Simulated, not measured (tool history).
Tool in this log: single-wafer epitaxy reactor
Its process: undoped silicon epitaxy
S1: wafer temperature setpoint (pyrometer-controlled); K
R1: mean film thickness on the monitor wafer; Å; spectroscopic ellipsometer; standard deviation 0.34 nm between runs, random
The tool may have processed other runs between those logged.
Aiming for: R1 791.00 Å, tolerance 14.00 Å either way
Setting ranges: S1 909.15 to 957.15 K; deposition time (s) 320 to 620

run 1 day=0.000 | S1=933.15 deposition_time_(s)=470 | R1=956.18
run 2 day=0.242 | S1=933.15 deposition_time_(s)=425 | R1=858.48
run 3 day=0.371 | S1=932.15 deposition_time_(s)=425 | R1=851.61
run 4 day=0.617 | S1=932.15 deposition_time_(s)=489 | R1=971.12
run 5 day=0.671 | S1=930.15 deposition_time_(s)=489 | R1=932.20
run 6 day=0.875 | S1=939.15 deposition_time_(s)=489 | R1=1139.70
run 7 day=1.088 | S1=936.15 deposition_time_(s)=489 | R1=1075.70
run 8 day=1.425 | S1=934.15 deposition_time_(s)=489 | R1=1019.60
run 9 day=1.679 | S1=922.15 deposition_time_(s)=487 | R1=775.39

Which single option among these 4 for the next run brings every result within its allowed miss of target? Just one does.
run A day=1.933 | S1=922.15 deposition_time_(s)=500 | R1=?
run B day=1.933 | S1=914.15 deposition_time_(s)=572 | R1=?
run C day=1.933 | S1=919.15 deposition_time_(s)=504 | R1=?
run D day=1.933 | S1=920.15 deposition_time_(s)=501 | R1=?

move=A R1=794.85
move=B R1=757.54
move=C R1=748.47
move=D R1=761.13
A: hits every target within its allowed miss
B: moves away from the targets compared with the last run
C: moves away from the targets compared with the last run
D: moves away from the targets compared with the last run
Correct choice: A, which meets every target
